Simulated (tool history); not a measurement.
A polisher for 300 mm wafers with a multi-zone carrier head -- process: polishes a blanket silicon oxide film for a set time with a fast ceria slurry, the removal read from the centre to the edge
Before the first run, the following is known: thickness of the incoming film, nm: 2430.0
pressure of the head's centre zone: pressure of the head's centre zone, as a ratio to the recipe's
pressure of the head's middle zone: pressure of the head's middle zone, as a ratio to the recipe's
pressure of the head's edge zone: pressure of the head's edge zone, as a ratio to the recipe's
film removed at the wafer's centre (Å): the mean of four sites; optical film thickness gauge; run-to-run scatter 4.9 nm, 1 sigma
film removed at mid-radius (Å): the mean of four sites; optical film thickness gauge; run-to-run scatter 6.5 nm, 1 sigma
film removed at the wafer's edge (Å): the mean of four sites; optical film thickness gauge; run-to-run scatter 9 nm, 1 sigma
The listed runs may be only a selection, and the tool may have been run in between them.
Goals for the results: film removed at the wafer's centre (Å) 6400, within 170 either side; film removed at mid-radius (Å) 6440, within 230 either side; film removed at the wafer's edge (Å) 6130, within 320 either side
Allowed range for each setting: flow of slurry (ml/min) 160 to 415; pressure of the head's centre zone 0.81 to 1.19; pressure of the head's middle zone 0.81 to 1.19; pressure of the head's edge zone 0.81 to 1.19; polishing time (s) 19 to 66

run    day  flow of slurry (ml/min)  pressure of the head's centre zone  pressure of the head's middle zone  pressure of the head's edge zone  polishing time (s)  film removed at the wafer's centre (Å)  film removed at mid-radius (Å)  film removed at the wafer's edge (Å)
  1      0                      265                                   1                                   1                                 1                  42                                    9810                           10282                                9922.6
  2  0.362                      265                                   1                                0.99                              0.97                  39                                  9211.8                            9129                                8668.3
  3  0.558                      265                                0.92                                0.99                              0.97                  39                                  8367.9                          9198.1                                8967.6
  4  0.892                      265                                0.92                                0.99                              0.93                  39                                  8419.2                          9408.6                                8591.1
  5   1.25                      315                                0.92                                0.99                              0.93                  39                                  8635.6                          9443.3                                8793.9
  6  1.475                      315                                0.92                                0.99                              0.93                  35                                  7642.6                          8416.4                                7819.9
  7  1.583                      315                                0.91                                0.97                              0.91                  34                                  7376.5                          8167.9                                7639.1
  8  1.825                      315                                0.92                                0.95                              0.89                  33                                    7300                          7769.7                                7359.6
  9  1.854                      315                                0.92                                0.94                              0.88                  32                                  7092.9                          7377.7                                6954.2
 10  2.046                      310                                0.91                                0.93                              0.87                  32                                    6821                          7378.6                                7279.7
 11  2.217                      315                                0.92                                0.93                              0.87                  31                                  6807.7                          7238.1                                6745.3
 12  2.412                      310                                0.92                                0.92                              0.86                  31                                  6774.7                          7057.1                                6729.5
 13  2.738                      300                                0.92                                0.91                              0.85                  31                                  6808.2                          6894.4                                6553.5
 14    2.9                      290                                0.91                                 0.9                              0.84                  31                                  6660.2                          6859.4                                6724.2
 15  2.946                      315                                0.94                                0.91                              0.83                  27                                  6103.3                          6053.6                                5846.7
 16  3.017                      310                                0.96                                0.95                              0.87                  29                                  6742.2                          6684.9                                6298.5
 17  3.125                      305                                0.96                                0.95                              0.86                  29                                  6632.6                          6782.5                                6337.8
 18  3.438                      300                                0.96                                0.94                              0.85                  29                                  6717.8                          6651.8                                6364.2

Which of these 4 next moves meets every target?
  A  3.75                      285                                0.99                                   1                              0.81                  29                                       ?                               ?                                     ?
  B  3.75                      405                                1.12                                1.18                              0.81                  25                                       ?                               ?                                     ?
  C  3.75                      285                                0.96                                0.93                              0.86                  28                                       ?                               ?                                     ?
  D  3.75                      345                                0.82                                0.94                              0.84                  32                                       ?                               ?                                     ?

move  film removed at the wafer's centre (Å)  film removed at mid-radius (Å)  film removed at the wafer's edge (Å)
   A                                  6791.7                          6908.4                                6346.2
   B                                  6860.1                          7060.1                                5584.7
   C                                  6354.1                          6278.3                                6297.7
   D                                  6315.2                          7372.5                                7217.1
A: its largest miss is bigger than the last run's
B: its largest miss is bigger than the last run's
C: in spec on every target
D: meets the target for the result that was furthest off, but another lies outside its allowed miss
Move C is the one to make.
